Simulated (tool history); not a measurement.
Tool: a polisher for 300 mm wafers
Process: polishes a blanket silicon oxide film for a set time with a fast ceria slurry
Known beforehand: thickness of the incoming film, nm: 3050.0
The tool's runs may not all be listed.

run  hour  flow of slurry (ml/min)  pressure of the wafer on the pad (psi)  speed of the pad under the wafer (cm/s)  polishing time (s)  film removed (angstrom)
  1     0                      130                                     1.7                                       80                  45                   3811.3
  2   1.2                      125                                     1.5                                       78                  45                   3204.5
  3   9.2                      120                                     1.3                                       78                  45                   2796.8
  4  13.3                      120                                     1.3                                       92                  45                   3292.5
  5  22.3                      120                                     1.3                                      112                  45                   3904.7
  6  27.5                      115                                     1.2                                      102                  45                   3287.6
  7  36.1                      110                                     1.1                                       96                  45                   2826.4
  8  45.1                      110                                     1.1                                       96                  45                   2830.6

What does the tool deliver on the next run?
  9  47.8                      105                                       1                                       94                  45                        ?

{"run 9": {"film removed (angstrom)": 2492.9}}

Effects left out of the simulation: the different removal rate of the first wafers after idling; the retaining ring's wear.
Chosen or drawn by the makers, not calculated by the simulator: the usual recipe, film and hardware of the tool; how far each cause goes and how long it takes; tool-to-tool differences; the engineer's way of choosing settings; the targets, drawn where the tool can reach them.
